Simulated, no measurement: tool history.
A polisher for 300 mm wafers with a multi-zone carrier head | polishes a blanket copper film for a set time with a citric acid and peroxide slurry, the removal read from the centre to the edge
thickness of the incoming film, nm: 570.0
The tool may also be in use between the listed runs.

run	hour	flow of slurry (ml/min)	pressure of the head's centre zone	pressure of the head's middle zone	pressure of the head's edge zone	abrasive content of the slurry	polishing time (s)	film removed at the wafer's centre (nm)	film removed at mid-radius (nm)	film removed at the wafer's edge (nm)
1	0	230	1	1	1	1	41	140.12	139.97	134.87
2	3.7	230	1	1	1	1	49	169.27	166.17	160.87
3	12.2	235	0.99	1.04	0.99	1	49	166.9	168.15	159.99
4	16.7	290	0.99	1.04	0.99	1	49	172.21	179.68	163.43
5	23.9	290	0.99	1.04	0.99	1	57	199.43	206.58	190.01
6	28.6	285	0.96	1.06	0.94	0.9	57	191.14	207.37	182.05
7	31	270	0.94	1.06	0.91	0.85	57	180.95	204.88	178.19
8	34	270	0.94	1.06	0.91	0.85	57	184.28	205.19	175.03
# hour 42.1: slurry nozzle cleaned
9	42.1	255	0.92	1.05	0.89	0.8	57	180.16	203.61	177.6
10	48.9	255	0.92	1.06	0.87	0.7	57	180.16	201.41	170.62

The next listed run, before its measurement:
11	49.4	255	0.92	1.06	0.87	0.7	57	?	?	?

Run 11 gave film removed at the wafer's centre (nm) 180.84, film removed at mid-radius (nm) 202.3, film removed at the wafer's edge (nm) 169.93.

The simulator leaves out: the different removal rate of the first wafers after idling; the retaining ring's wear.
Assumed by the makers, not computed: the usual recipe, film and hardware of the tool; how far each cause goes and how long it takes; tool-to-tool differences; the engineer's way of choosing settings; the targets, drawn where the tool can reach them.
